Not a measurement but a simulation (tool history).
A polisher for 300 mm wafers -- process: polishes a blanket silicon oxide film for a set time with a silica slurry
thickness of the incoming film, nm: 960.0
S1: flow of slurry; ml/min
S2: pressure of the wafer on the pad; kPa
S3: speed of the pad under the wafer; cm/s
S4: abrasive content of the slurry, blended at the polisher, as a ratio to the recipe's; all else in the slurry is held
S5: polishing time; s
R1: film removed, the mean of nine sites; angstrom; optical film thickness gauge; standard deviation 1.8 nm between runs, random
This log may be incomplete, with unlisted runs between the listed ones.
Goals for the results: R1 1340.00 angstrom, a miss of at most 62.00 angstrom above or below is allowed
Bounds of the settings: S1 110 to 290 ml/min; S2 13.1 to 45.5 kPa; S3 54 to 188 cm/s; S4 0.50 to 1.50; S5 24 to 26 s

run 1 hour=0.0 | S1=185 S2=29.0 S3=120 S4=1.00 S5=26 | R1=833.83
run 2 hour=5.7 | S1=220 S2=29.0 S3=120 S4=1.00 S5=26 | R1=832.26
run 3 hour=12.3 | S1=220 S2=29.0 S3=120 S4=1.00 S5=26 | R1=844.38
run 4 hour=14.3 | S1=220 S2=29.0 S3=120 S4=1.00 S5=26 | R1=829.49
run 5 hour=15.5 | S1=220 S2=32.4 S3=122 S4=1.00 S5=26 | R1=958.86
run 6 hour=16.1 | S1=220 S2=26.9 S3=122 S4=1.00 S5=26 | R1=774.78
run 7 hour=22.2 | S1=220 S2=30.3 S3=124 S4=1.00 S5=26 | R1=915.24
run 8 hour=29.5 | S1=220 S2=33.1 S3=124 S4=1.00 S5=26 | R1=964.11
-- hour=37.9 head pressure recalibrated
run 9 hour=37.9 | S1=220 S2=35.9 S3=126 S4=1.00 S5=26 | R1=975.91
run 10 hour=45.5 | S1=220 S2=37.9 S3=134 S4=1.00 S5=26 | R1=1039.80
run 11 hour=49.8 | S1=220 S2=40.0 S3=142 S4=1.05 S5=26 | R1=1211.00
run 12 hour=53.3 | S1=220 S2=41.4 S3=144 S4=1.05 S5=26 | R1=1210.10
run 13 hour=60.5 | S1=220 S2=42.7 S3=146 S4=1.05 S5=26 | R1=1287.70

Which of these 5 next moves meets every target?
run A hour=67.7 | S1=205 S2=37.2 S3=156 S4=1.05 S5=26 | R1=?
run B hour=67.7 | S1=215 S2=44.1 S3=138 S4=1.05 S5=25 | R1=?
run C hour=67.7 | S1=210 S2=45.5 S3=144 S4=0.95 S5=25 | R1=?
run D hour=67.7 | S1=210 S2=41.4 S3=142 S4=1.10 S5=25 | R1=?
run E hour=67.7 | S1=270 S2=42.7 S3=180 S4=0.90 S5=26 | R1=?

move=A R1=1151.10
move=B R1=1229.80
move=C R1=1212.90
move=D R1=1201.70
move=E R1=1323.20
A: moves away from the targets compared with the last run
B: moves away from the targets compared with the last run
C: moves away from the targets compared with the last run
D: moves away from the targets compared with the last run
E: meets every target
Move E is the one to make.
